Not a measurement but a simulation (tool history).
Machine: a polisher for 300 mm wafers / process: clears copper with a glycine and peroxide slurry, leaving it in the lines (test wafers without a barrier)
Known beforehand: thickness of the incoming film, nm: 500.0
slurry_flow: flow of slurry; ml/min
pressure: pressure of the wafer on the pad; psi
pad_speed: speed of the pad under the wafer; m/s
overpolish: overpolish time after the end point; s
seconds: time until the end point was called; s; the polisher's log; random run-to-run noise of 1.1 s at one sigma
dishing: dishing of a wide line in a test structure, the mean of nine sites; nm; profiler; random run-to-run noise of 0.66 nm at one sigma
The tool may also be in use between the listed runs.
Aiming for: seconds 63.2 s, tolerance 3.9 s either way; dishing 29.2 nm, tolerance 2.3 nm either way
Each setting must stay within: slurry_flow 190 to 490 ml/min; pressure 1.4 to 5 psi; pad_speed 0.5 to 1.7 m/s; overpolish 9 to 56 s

run 1 day=0 | slurry_flow=315 pressure=3.2 pad_speed=1.1 overpolish=29 | seconds=80.829 dishing=33.124
run 2 day=0.325 | slurry_flow=310 pressure=3.3 pad_speed=1.12 overpolish=26 | seconds=77.957 dishing=32.108
run 3 day=0.404 | slurry_flow=310 pressure=3.4 pad_speed=1.12 overpolish=24 | seconds=75.751 dishing=32.862
run 4 day=0.725 | slurry_flow=295 pressure=3.3 pad_speed=1.18 overpolish=22 | seconds=74.738 dishing=32.617
run 5 day=0.912 | slurry_flow=295 pressure=3 pad_speed=1.18 overpolish=22 | seconds=80.564 dishing=30.821
run 6 day=1.125 | slurry_flow=295 pressure=3.3 pad_speed=1.18 overpolish=22 | seconds=76.005 dishing=33.12
run 7 day=1.467 | slurry_flow=305 pressure=2.6 pad_speed=1.48 overpolish=13 | seconds=77.031 dishing=28.54
run 8 day=1.592 | slurry_flow=305 pressure=2.7 pad_speed=1.5 overpolish=13 | seconds=72.564 dishing=29.038
run 9 day=1.792 | slurry_flow=305 pressure=2.7 pad_speed=1.52 overpolish=13 | seconds=72.54 dishing=29.739
run 10 day=1.992 | slurry_flow=310 pressure=2.7 pad_speed=1.54 overpolish=12 | seconds=72.09 dishing=28.421
run 11 day=2.158 | slurry_flow=310 pressure=2.7 pad_speed=1.54 overpolish=12 | seconds=68.533 dishing=27.139
run 12 day=2.275 | slurry_flow=325 pressure=3.1 pad_speed=1.52 overpolish=26 | seconds=62.254 dishing=32.044
run 13 day=2.512 | slurry_flow=330 pressure=3.1 pad_speed=1.52 overpolish=24 | seconds=63.243 dishing=32.114
run 14 day=2.704 | slurry_flow=330 pressure=3.1 pad_speed=1.54 overpolish=22 | seconds=63.041 dishing=31.487
run 15 day=3.062 | slurry_flow=315 pressure=3 pad_speed=1.6 overpolish=9 | seconds=61.125 dishing=27.421

Next run, 4 choices. One meets every target within its allowed miss, the rest don't. Which?
run A day=3.421 | slurry_flow=380 pressure=3.2 pad_speed=1.7 overpolish=27 | seconds=? dishing=?
run B day=3.421 | slurry_flow=255 pressure=3.5 pad_speed=1.38 overpolish=11 | seconds=? dishing=?
run C day=3.421 | slurry_flow=230 pressure=4.3 pad_speed=1.34 overpolish=34 | seconds=? dishing=?
run D day=3.421 | slurry_flow=290 pressure=3.8 pad_speed=1.46 overpolish=23 | seconds=? dishing=?

move=A seconds=55.086 dishing=31.52
move=B seconds=63.296 dishing=28.067
move=C seconds=54.564 dishing=31.837
move=D seconds=55.252 dishing=31.589
A: takes the biggest miss from the last run beyond its target
B: every result within its allowed miss
C: takes the biggest miss from the last run beyond its target
D: takes the biggest miss from the last run beyond its target
B meets every target.
